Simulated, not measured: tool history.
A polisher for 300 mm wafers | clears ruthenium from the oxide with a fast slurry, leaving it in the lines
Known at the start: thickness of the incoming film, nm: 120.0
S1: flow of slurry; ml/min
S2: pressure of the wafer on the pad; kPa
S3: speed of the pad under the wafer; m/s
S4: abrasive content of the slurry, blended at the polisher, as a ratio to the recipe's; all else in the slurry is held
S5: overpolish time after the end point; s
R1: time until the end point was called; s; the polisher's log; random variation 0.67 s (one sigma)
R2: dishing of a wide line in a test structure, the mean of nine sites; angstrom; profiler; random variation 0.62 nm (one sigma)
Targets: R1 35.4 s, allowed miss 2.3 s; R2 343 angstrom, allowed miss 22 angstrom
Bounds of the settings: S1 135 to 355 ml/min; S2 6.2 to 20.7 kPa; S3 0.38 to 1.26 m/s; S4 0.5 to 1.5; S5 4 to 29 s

run,hour,S1,S2,S3,S4,S5,R1,R2
1,0,225,13.1,0.82,1,15,53.019,253.27
2,0.8,225,13.1,0.82,1,10,55.313,172.31
3,4.7,225,13.1,0.82,1,7,57.027,121.26
4,11.1,225,11,0.82,1,7,64.702,102.74
5,11.8,170,11,0.82,1,7,65.325,99.871
6,13.3,170,11,0.82,1,12,67.839,166.93
7,16.2,170,13.1,0.82,1,12,58.462,202.09
8,23.6,180,14.5,0.84,1,12,51.111,214.97
9,32.4,185,15.9,0.84,1,12,46.037,234.02
10,37.8,185,16.5,0.84,1,12,43.553,245.88
11,41.8,185,17.2,0.84,1,12,41.329,257.86
12,42.7,185,17.9,0.84,1,12,41.373,278.34
13,49.5,190,18.6,0.84,1,12,39.689,270.49
14,54.8,185,19.3,0.86,1,13,37.123,314.02

5 next moves are on the table. One of them brings every result within its allowed miss. Which?
A,60.1,285,19.3,0.84,1.05,14,?,?
B,60.1,185,17.9,0.88,1.1,12,?,?
C,60.1,195,19.3,0.86,1.2,12,?,?
D,60.1,220,16.5,1,0.8,11,?,?
E,60.1,200,16.5,0.9,0.9,16,?,?

move,R1,R2
A,35.021,348.62
B,36.772,291.84
C,33.797,314.42
D,38.624,258.37
E,41.402,338.55
A: meets every target
B: further off than the last run
C: as far off as the last run
D: further off than the last run
E: brings the result that was furthest off to its target, and leaves another outside
The right move is A.

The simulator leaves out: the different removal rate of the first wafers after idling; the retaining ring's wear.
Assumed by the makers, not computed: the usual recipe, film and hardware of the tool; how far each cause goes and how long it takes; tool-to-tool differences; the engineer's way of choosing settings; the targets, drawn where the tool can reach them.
